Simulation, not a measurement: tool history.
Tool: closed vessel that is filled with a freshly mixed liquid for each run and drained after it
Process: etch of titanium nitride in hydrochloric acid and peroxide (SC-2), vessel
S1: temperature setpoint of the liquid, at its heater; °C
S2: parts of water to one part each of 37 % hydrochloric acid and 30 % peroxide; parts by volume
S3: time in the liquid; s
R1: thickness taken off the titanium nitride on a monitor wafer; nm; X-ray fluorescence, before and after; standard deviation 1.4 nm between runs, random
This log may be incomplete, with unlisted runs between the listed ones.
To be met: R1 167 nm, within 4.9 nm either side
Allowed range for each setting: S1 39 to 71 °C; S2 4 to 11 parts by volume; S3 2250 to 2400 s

run  hour    S1  S2    S3      R1
  1     0    55   6  2250  93.653
  2   5.9    55   6  2400  99.202
  3  15.4  51.5   6  2400  80.291
  4  16.8    53   6  2400  87.117
  5  22.5  54.5   6  2400  96.642
  6  24.7    49   6  2400  68.166
  7  28.9    51   6  2400  77.628
  8  30.6    53   6  2400  88.386
  9  34.8  54.5   6  2400  96.432
 10    38    56   6  2400  106.43

Exactly one of the 4 candidate moves below puts every result within its allowed miss. Which one?
  A  41.2  63    6  2250   ?
  B  41.2  65  7.5  2350   ?
  C  41.2  62  5.5  2400   ?
  D  41.2  64    7  2400   ?

move      R1
   A  157.57
   B  156.65
   C  168.53
   D  158.86
A: an improvement on the last run, though not all results are within tolerance
B: an improvement on the last run, though not all results are within tolerance
C: all results land within tolerance of their targets
D: an improvement on the last run, though not all results are within tolerance
Move C is the one to make.
